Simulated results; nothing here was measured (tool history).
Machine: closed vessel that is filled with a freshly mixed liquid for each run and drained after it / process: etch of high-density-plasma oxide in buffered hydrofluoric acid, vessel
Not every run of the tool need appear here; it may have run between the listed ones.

run,day,temperature setpoint of the liquid (C),parts of 40 % ammonium fluoride to one part of 49 % hydrofluoric acid (parts by volume),time in the liquid (s),thickness taken off the high-density-plasma oxide on a monitor wafer (Å)
1,0.000,22.0,14.5,35,346.03
2,0.229,23.5,14.5,35,376.26
3,0.554,23.5,11.0,35,496.55
4,0.762,23.5,7.0,35,766.77
5,0.842,23.5,7.0,35,767.77
6,1.154,26.5,7.0,35,911.58
7,1.417,24.0,7.0,35,795.74

Run 8, settings as shown, results not yet in. Your forecast:
8,1.775,22.0,7.0,35,?

{"run 8": {"thickness taken off the high-density-plasma oxide on a monitor wafer (Å)": 716.61}}
